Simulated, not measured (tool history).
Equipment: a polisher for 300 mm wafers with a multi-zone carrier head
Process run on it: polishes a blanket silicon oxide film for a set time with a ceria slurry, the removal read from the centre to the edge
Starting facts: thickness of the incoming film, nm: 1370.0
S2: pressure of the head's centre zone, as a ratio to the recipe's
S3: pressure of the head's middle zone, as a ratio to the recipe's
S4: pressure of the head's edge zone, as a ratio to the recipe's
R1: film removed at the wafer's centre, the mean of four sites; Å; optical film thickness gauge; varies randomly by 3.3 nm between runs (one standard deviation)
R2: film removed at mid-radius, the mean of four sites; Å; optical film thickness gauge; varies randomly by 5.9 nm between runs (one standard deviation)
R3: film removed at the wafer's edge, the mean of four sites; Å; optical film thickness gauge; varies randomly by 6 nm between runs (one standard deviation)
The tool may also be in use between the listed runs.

run 1 hour=0 | flow_of_slurry_(ml/min)=150 S2=1 S3=1 S4=1 polishing_time_(s)=75 | R1=3616.5 R2=3636 R3=3660
run 2 hour=8.7 | flow_of_slurry_(ml/min)=155 S2=1 S3=1.02 S4=1.02 polishing_time_(s)=77 | R1=3730 R2=3840.2 R3=3826.6
run 3 hour=11.2 | flow_of_slurry_(ml/min)=160 S2=1 S3=1.04 S4=1.04 polishing_time_(s)=79 | R1=3841.4 R2=4020 R3=3980
run 4 hour=14.4 | flow_of_slurry_(ml/min)=160 S2=1 S3=1.04 S4=1.09 polishing_time_(s)=79 | R1=3812 R2=3970 R3=4042.3
run 5 hour=21.3 | flow_of_slurry_(ml/min)=160 S2=1 S3=0.97 S4=1.09 polishing_time_(s)=79 | R1=3869.2 R2=3667.9 R3=4101.6
run 6 hour=29.7 | flow_of_slurry_(ml/min)=165 S2=1 S3=1 S4=1.1 polishing_time_(s)=81 | R1=3938.8 R2=3978.1 R3=4127.7

For run 7, what comes out?
run 7 hour=35.9 | flow_of_slurry_(ml/min)=160 S2=1 S3=1.02 S4=1.11 polishing_time_(s)=83 | R1=? R2=? R3=?

{"run 7": {"R1": 4015.1, "R2": 4068.7, "R3": 4220.4}}

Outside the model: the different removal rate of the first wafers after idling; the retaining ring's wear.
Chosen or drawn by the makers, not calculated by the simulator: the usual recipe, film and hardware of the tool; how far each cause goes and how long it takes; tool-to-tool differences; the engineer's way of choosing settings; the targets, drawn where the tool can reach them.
